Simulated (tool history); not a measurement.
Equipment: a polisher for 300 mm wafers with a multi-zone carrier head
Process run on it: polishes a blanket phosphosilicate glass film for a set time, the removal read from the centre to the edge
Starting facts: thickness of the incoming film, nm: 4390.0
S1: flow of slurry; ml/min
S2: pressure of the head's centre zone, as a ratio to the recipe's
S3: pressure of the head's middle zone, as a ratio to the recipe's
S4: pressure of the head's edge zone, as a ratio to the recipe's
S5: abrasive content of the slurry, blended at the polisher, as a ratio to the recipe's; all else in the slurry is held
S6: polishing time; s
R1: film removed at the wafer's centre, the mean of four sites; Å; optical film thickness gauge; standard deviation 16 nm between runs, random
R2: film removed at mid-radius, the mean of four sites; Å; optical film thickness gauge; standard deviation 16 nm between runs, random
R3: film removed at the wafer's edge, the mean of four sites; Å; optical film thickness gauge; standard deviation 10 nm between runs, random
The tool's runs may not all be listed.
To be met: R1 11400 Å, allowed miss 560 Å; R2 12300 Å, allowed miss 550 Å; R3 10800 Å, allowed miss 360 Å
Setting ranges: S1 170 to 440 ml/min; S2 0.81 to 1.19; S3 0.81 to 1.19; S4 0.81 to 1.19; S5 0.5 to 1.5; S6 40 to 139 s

run	hour	S1	S2	S3	S4	S5	S6	R1	R2	R3
1	0	280	1	1	1	1	89	8859.5	9111.2	8914.8
2	6.8	285	1.02	1.04	1.02	1.1	89	9431	10159	9515.9
3	15.6	290	1.05	1.06	1.04	1.15	89	9750	10268	9799.2
4	21.2	290	1.05	1.06	1.11	1.15	89	9941.6	10382	10041
5	29.4	290	1	1.06	1.11	1.15	89	9502.9	10445	10104
6	30	290	1	0.99	1.11	1.15	89	9378.3	10018	10206
7	35.3	300	1.03	1.04	1.1	1.2	89	10153	10737	10179
8	40.9	310	1.03	1.05	1.11	1.25	89	10083	10764	10577
9	41.8	305	1.05	1.09	1.09	1.3	90	10631	11646	10896
10	48.5	310	1.07	1.11	1.08	1.3	90	10745	11400	10652

Below are 4 possible settings for the next run. Only one of them brings all results inside the allowed miss of their targets. Which is it?
A	55.2	270	1.07	1.19	0.97	1.5	91	?	?	?
B	55.2	330	1.19	1.13	0.89	1.25	96	?	?	?
C	55.2	345	1.1	1.15	1.06	1.25	92	?	?	?
D	55.2	340	0.97	1.19	0.84	1.45	89	?	?	?

move	R1	R2	R3
A	11170	13083	10890
B	12501	12542	10433
C	11134	12268	10906
D	10099	13022	10064
A: the result that was furthest off in the last run now lies on the other side of its target
B: the furthest-off result lands on target, but another misses its tolerance
C: hits every target within its allowed miss
D: the result that was furthest off in the last run now lies on the other side of its target
Move C is the one to make.

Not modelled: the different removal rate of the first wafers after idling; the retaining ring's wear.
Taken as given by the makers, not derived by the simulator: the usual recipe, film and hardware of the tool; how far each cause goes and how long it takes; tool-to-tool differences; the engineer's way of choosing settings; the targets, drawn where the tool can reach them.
